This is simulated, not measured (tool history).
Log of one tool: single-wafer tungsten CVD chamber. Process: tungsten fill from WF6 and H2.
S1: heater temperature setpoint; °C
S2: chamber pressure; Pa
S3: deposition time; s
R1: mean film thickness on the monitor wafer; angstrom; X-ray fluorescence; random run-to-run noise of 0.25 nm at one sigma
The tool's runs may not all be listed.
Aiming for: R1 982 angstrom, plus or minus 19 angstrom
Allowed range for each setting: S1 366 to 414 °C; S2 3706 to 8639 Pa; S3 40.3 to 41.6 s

Run 1, hour 0: S1 390 °C, S2 6173 Pa, S3 40.3 s. Result: R1 1281.5 angstrom.
Run 2, hour 6.6: S1 390 °C, S2 6173 Pa, S3 41.6 s. Result: R1 1316.4 angstrom.
Run 3, hour 10.8: S1 394 °C, S2 6173 Pa, S3 41.6 s. Result: R1 1418.6 angstrom.
Run 4, hour 13.4: S1 392 °C, S2 6159 Pa, S3 41.6 s. Result: R1 1366.7 angstrom.
Run 5, hour 17.1: S1 392 °C, S2 6906 Pa, S3 41.6 s. Result: R1 1441.3 angstrom.
Run 6, hour 24.1: S1 392 °C, S2 6906 Pa, S3 41.6 s. Result: R1 1439.3 angstrom.
Run 7, hour 31.3: S1 380 °C, S2 6786 Pa, S3 41.6 s. Result: R1 1156.1 angstrom.
Run 8, hour 34.7: S1 379 °C, S2 6786 Pa, S3 41.6 s. Result: R1 1136.7 angstrom.
Run 9, hour 42.1: S1 370 °C, S2 6746 Pa, S3 41.6 s. Result: R1 955.76 angstrom.

Which one of the following 4 next-run settings gets every result inside its allowed miss? There is exactly one.
Run A, hour 49.5: S1 373 °C, S2 6466 Pa, S3 40.7 s. Result: R1 ?.
Run B, hour 49.5: S1 375 °C, S2 6479 Pa, S3 41.6 s. Result: R1 ?.
Run C, hour 49.5: S1 370 °C, S2 7679 Pa, S3 41.6 s. Result: R1 ?.
Run D, hour 49.5: S1 372 °C, S2 7053 Pa, S3 41.6 s. Result: R1 ?.

move      R1
   A  972.58
   B  1032.2
   C  1013.4
   D  1013.7
A: in spec on every target
B: carries the result that was furthest off beyond its target, to the other side
C: carries the result that was furthest off beyond its target, to the other side
D: carries the result that was furthest off beyond its target, to the other side
The right move is A.
